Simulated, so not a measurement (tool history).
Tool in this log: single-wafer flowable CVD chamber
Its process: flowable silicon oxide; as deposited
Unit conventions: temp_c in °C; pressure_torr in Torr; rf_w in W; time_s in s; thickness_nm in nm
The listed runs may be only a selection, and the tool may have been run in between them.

Run 1, hour 0.0: temp_c 100 °C, pressure_torr 0.633 Torr, rf_w 1925 W, time_s 699 s. Result: thickness_nm 343.01 nm.
Run 2, hour 5.7: temp_c 102 °C, pressure_torr 0.633 Torr, rf_w 1925 W, time_s 699 s. Result: thickness_nm 317.65 nm.
Run 3, hour 12.1: temp_c 102 °C, pressure_torr 0.675 Torr, rf_w 1925 W, time_s 699 s. Result: thickness_nm 336.76 nm.
Run 4, hour 13.1: temp_c 102 °C, pressure_torr 0.675 Torr, rf_w 2125 W, time_s 699 s. Result: thickness_nm 344.33 nm.
Run 5, hour 17.1: temp_c 102 °C, pressure_torr 0.787 Torr, rf_w 2125 W, time_s 699 s. Result: thickness_nm 401.25 nm.
Run 6, hour 18.2: temp_c 102 °C, pressure_torr 0.787 Torr, rf_w 2280 W, time_s 699 s. Result: thickness_nm 405.66 nm.

Predict the results of run 7:
Run 7, hour 20.7: temp_c 105 °C, pressure_torr 0.786 Torr, rf_w 2280 W, time_s 699 s. Result: thickness_nm ?.

thickness_nm: 361.61 nm

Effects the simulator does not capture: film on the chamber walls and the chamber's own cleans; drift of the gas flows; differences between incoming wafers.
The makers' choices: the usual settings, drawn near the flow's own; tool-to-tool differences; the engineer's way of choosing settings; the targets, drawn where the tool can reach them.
